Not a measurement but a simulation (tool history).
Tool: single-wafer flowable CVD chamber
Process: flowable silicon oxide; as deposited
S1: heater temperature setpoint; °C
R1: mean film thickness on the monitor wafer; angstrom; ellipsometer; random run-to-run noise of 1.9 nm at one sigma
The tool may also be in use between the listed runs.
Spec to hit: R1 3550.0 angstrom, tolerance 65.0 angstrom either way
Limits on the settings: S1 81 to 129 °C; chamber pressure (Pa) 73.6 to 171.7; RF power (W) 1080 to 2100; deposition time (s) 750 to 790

run 1 hour=0.0 | S1=105 chamber_pressure_(Pa)=122.7 RF_power_(W)=1590 deposition_time_(s)=790 | R1=5075.9
run 2 hour=8.8 | S1=107 chamber_pressure_(Pa)=122.7 RF_power_(W)=1590 deposition_time_(s)=790 | R1=4729.9
run 3 hour=11.6 | S1=117 chamber_pressure_(Pa)=122.7 RF_power_(W)=1590 deposition_time_(s)=790 | R1=3292.5
run 4 hour=15.9 | S1=124 chamber_pressure_(Pa)=122.7 RF_power_(W)=1590 deposition_time_(s)=790 | R1=2624.6
run 5 hour=18.8 | S1=129 chamber_pressure_(Pa)=122.7 RF_power_(W)=1590 deposition_time_(s)=790 | R1=2330.4
run 6 hour=25.8 | S1=129 chamber_pressure_(Pa)=110.0 RF_power_(W)=1590 deposition_time_(s)=790 | R1=2071.8
run 7 hour=28.0 | S1=126 chamber_pressure_(Pa)=110.1 RF_power_(W)=1590 deposition_time_(s)=790 | R1=2243.5
run 8 hour=35.7 | S1=123 chamber_pressure_(Pa)=110.3 RF_power_(W)=1590 deposition_time_(s)=790 | R1=2475.8
run 9 hour=41.4 | S1=121 chamber_pressure_(Pa)=110.3 RF_power_(W)=1590 deposition_time_(s)=790 | R1=2609.6
run 10 hour=42.4 | S1=119 chamber_pressure_(Pa)=110.3 RF_power_(W)=1590 deposition_time_(s)=790 | R1=2788.6
run 11 hour=44.4 | S1=117 chamber_pressure_(Pa)=110.3 RF_power_(W)=1590 deposition_time_(s)=790 | R1=2960.9
run 12 hour=51.6 | S1=116 chamber_pressure_(Pa)=110.3 RF_power_(W)=1590 deposition_time_(s)=790 | R1=3064.6
run 13 hour=52.8 | S1=111 chamber_pressure_(Pa)=110.4 RF_power_(W)=1590 deposition_time_(s)=790 | R1=3659.8

4 next moves are on the table. One of them brings every result within its allowed miss. Which?
run A hour=54.0 | S1=111 chamber_pressure_(Pa)=111.3 RF_power_(W)=1595 deposition_time_(s)=790 | R1=?
run B hour=54.0 | S1=112 chamber_pressure_(Pa)=113.9 RF_power_(W)=1645 deposition_time_(s)=790 | R1=?
run C hour=54.0 | S1=108 chamber_pressure_(Pa)=107.2 RF_power_(W)=1480 deposition_time_(s)=750 | R1=?
run D hour=54.0 | S1=112 chamber_pressure_(Pa)=109.7 RF_power_(W)=1665 deposition_time_(s)=790 | R1=?

move=A R1=3698.9
move=B R1=3677.5
move=C R1=3688.5
move=D R1=3558.5
A: the biggest miss grows against the last run
B: the biggest miss grows against the last run
C: the biggest miss grows against the last run
D: meets every target
D is the move that brings every result within its allowed miss.
